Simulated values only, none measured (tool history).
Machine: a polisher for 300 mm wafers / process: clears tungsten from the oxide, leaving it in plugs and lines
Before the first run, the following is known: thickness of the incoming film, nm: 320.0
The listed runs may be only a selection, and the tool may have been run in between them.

| run | day | flow of slurry (ml/min) | pressure of the wafer on the pad (psi) | speed of the pad under the wafer (cm/s) | abrasive content of the slurry | overpolish time after the end point (s) | time until the end point was called (s) |
|---|---|---|---|---|---|---|---|
| 1 | 0.000 | 140 | 4.1 | 98 | 1.00 | 34 | 59.466 |
| 2 | 0.050 | 140 | 4.4 | 98 | 1.00 | 34 | 58.814 |
| 3 | 0.408 | 140 | 4.4 | 98 | 0.80 | 34 | 59.707 |
| 4 | 0.454 | 140 | 4.4 | 98 | 0.65 | 34 | 59.972 |
| 5 | 0.821 | 140 | 5.4 | 98 | 0.65 | 34 | 49.957 |
| 6 | 1.042 | 140 | 5.4 | 98 | 0.65 | 34 | 49.708 |
| 7 | 1.350 | 140 | 5.4 | 98 | 0.65 | 34 | 49.868 |
| 8 | 1.500 | 140 | 5.6 | 100 | 0.65 | 34 | 46.545 |
| 9 | 1.721 | 140 | 5.7 | 102 | 0.65 | 34 | 45.734 |
| 10 | 2.029 | 140 | 5.8 | 104 | 0.65 | 34 | 44.401 |

Expected results for the next run?
| 11 | 2.271 | 140 | 5.9 | 106 | 0.65 | 34 | ? |

time until the end point was called (s): 42.782

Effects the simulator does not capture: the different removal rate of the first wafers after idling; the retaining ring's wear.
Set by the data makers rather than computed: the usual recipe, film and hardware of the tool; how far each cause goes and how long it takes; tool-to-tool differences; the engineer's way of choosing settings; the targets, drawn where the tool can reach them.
